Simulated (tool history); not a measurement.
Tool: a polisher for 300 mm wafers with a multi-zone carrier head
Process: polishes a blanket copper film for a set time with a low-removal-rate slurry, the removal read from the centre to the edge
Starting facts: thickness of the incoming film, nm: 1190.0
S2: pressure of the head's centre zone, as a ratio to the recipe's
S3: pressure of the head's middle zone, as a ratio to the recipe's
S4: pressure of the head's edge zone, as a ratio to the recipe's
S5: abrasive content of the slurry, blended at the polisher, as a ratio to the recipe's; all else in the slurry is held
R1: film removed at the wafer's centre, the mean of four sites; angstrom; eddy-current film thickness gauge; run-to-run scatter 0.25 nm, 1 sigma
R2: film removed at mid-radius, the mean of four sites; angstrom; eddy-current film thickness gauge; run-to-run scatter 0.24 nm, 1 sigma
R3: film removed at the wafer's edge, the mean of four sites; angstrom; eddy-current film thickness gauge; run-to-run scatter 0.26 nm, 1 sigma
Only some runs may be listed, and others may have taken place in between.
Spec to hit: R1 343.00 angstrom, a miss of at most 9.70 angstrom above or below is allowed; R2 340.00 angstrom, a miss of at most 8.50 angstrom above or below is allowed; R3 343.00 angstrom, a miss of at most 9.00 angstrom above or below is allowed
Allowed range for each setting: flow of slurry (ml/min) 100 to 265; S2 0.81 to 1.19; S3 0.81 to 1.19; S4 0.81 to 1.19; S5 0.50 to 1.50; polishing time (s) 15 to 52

run 1 hour=0.0 | flow_of_slurry_(ml/min)=170 S2=1.00 S3=1.00 S4=1.00 S5=1.00 polishing_time_(s)=33 | R1=663.51 R2=651.96 R3=656.01
run 2 hour=7.1 | flow_of_slurry_(ml/min)=170 S2=1.00 S3=1.00 S4=1.00 S5=1.00 polishing_time_(s)=40 | R1=815.72 R2=797.04 R3=792.23
run 3 hour=8.6 | flow_of_slurry_(ml/min)=145 S2=1.00 S3=1.00 S4=1.00 S5=1.00 polishing_time_(s)=40 | R1=774.43 R2=776.46 R3=778.01
run 4 hour=12.3 | flow_of_slurry_(ml/min)=145 S2=1.00 S3=1.00 S4=1.00 S5=1.00 polishing_time_(s)=46 | R1=910.62 R2=898.17 R3=896.62
run 5 hour=13.9 | flow_of_slurry_(ml/min)=145 S2=1.00 S3=1.05 S4=1.00 S5=1.00 polishing_time_(s)=46 | R1=899.17 R2=920.00 R3=906.59
run 6 hour=17.1 | flow_of_slurry_(ml/min)=105 S2=1.00 S3=1.05 S4=1.00 S5=1.00 polishing_time_(s)=46 | R1=848.09 R2=891.43 R3=860.51
run 7 hour=18.8 | flow_of_slurry_(ml/min)=105 S2=0.99 S3=1.02 S4=0.99 S5=0.95 polishing_time_(s)=42 | R1=781.72 R2=792.41 R3=791.22
run 8 hour=23.7 | flow_of_slurry_(ml/min)=105 S2=0.96 S3=1.00 S4=0.96 S5=0.90 polishing_time_(s)=38 | R1=671.52 R2=676.34 R3=693.79
run 9 hour=27.5 | flow_of_slurry_(ml/min)=105 S2=0.96 S3=1.00 S4=0.96 S5=0.90 polishing_time_(s)=38 | R1=677.18 R2=684.16 R3=692.93
run 10 hour=36.0 | flow_of_slurry_(ml/min)=105 S2=0.95 S3=1.00 S4=0.94 S5=0.85 polishing_time_(s)=35 | R1=601.75 R2=624.71 R3=622.05
run 11 hour=39.6 | flow_of_slurry_(ml/min)=105 S2=0.95 S3=0.99 S4=0.93 S5=0.80 polishing_time_(s)=32 | R1=547.49 R2=558.26 R3=563.55
run 12 hour=40.2 | flow_of_slurry_(ml/min)=125 S2=0.93 S3=0.96 S4=0.83 S5=0.55 polishing_time_(s)=22 | R1=353.72 R2=361.55 R3=353.47
run 13 hour=48.2 | flow_of_slurry_(ml/min)=125 S2=0.93 S3=0.95 S4=0.83 S5=0.55 polishing_time_(s)=22 | R1=357.92 R2=353.09 R3=356.37

Which one of the following 5 next-run settings gets every result inside its allowed miss? There is exactly one.
run A hour=56.2 | flow_of_slurry_(ml/min)=100 S2=0.96 S3=0.85 S4=0.87 S5=0.75 polishing_time_(s)=22 | R1=? R2=? R3=?
run B hour=56.2 | flow_of_slurry_(ml/min)=105 S2=0.99 S3=1.04 S4=0.81 S5=0.50 polishing_time_(s)=22 | R1=? R2=? R3=?
run C hour=56.2 | flow_of_slurry_(ml/min)=120 S2=0.88 S3=0.89 S4=0.84 S5=0.50 polishing_time_(s)=24 | R1=? R2=? R3=?
run D hour=56.2 | flow_of_slurry_(ml/min)=150 S2=0.98 S3=0.94 S4=0.81 S5=0.55 polishing_time_(s)=21 | R1=? R2=? R3=?
run E hour=56.2 | flow_of_slurry_(ml/min)=130 S2=0.93 S3=0.95 S4=0.84 S5=0.70 polishing_time_(s)=20 | R1=? R2=? R3=?

move=A R1=369.15 R2=328.57 R3=376.45
move=B R1=351.12 R2=361.28 R3=341.04
move=C R1=362.49 R2=353.67 R3=382.43
move=D R1=361.28 R2=341.33 R3=345.63
move=E R1=340.37 R2=337.16 R3=343.81
A: the result that was furthest off in the last run now lies on the other side of its target
B: its largest miss is bigger than the last run's
C: its largest miss is bigger than the last run's
D: puts the biggest miss on target and leaves a different result outside tolerance
E: meets every target
E is the move that brings every result within its allowed miss.
